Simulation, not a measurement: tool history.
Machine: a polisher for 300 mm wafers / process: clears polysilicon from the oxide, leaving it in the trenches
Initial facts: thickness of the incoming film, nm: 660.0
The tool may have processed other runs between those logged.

run  hour  flow of slurry (ml/min)  pressure of the wafer on the pad (psi)  speed of the pad under the wafer (cm/s)  overpolish time after the end point (s)  time until the end point was called (s)  dishing of a wide line in a test structure (nm)
  1   0.0                      225                                     2.1                                      102                                       25                                   74.576                                           56.681
  2   6.4                      180                                     2.1                                      102                                       25                                   75.686                                           56.941
  3  11.5                      180                                     2.5                                      102                                       25                                   65.746                                           58.075
  4  14.8                      180                                     2.5                                      102                                       30                                   65.571                                           59.755
  5  19.0                      190                                     2.7                                      106                                       25                                   59.400                                           57.701
  6  27.0                      165                                     2.7                                      106                                       25                                   60.767                                           56.958

What does the tool deliver on the next run?
  7  29.9                      230                                     3.2                                      116                                       15                                        ?                                                ?

{"run 7": {"time until the end point was called (s)": 45.588, "dishing of a wide line in a test structure (nm)": 54.341}}
